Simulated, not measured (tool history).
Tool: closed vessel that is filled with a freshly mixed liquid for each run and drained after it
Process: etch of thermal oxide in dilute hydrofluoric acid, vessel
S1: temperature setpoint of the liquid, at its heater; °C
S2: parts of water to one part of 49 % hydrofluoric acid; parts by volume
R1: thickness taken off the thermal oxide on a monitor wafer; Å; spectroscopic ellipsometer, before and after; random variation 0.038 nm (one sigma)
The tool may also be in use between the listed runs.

{"run": 1, "hour": 0.0, "S1": 24, "S2": 145, "time in the liquid (s)": 305, "R1": 95.017}
{"run": 2, "hour": 7.3, "S1": 22, "S2": 145, "time in the liquid (s)": 305, "R1": 87.179}
{"run": 3, "hour": 12.7, "S1": 22, "S2": 180, "time in the liquid (s)": 305, "R1": 67.902}
{"run": 4, "hour": 16.1, "S1": 22, "S2": 180, "time in the liquid (s)": 210, "R1": 46.275}
{"run": 5, "hour": 18.6, "S1": 22, "S2": 155, "time in the liquid (s)": 210, "R1": 55.128}
{"run": 6, "hour": 27.6, "S1": 22, "S2": 155, "time in the liquid (s)": 210, "R1": 54.824}
{"run": 7, "hour": 31.2, "S1": 22.5, "S2": 155, "time in the liquid (s)": 210, "R1": 56.727}

Run 8 comes next. What will it give?
{"run": 8, "hour": 37.2, "S1": 23, "S2": 155, "time in the liquid (s)": 210, "R1": "?"}

{"run 8": {"R1": 57.563}}
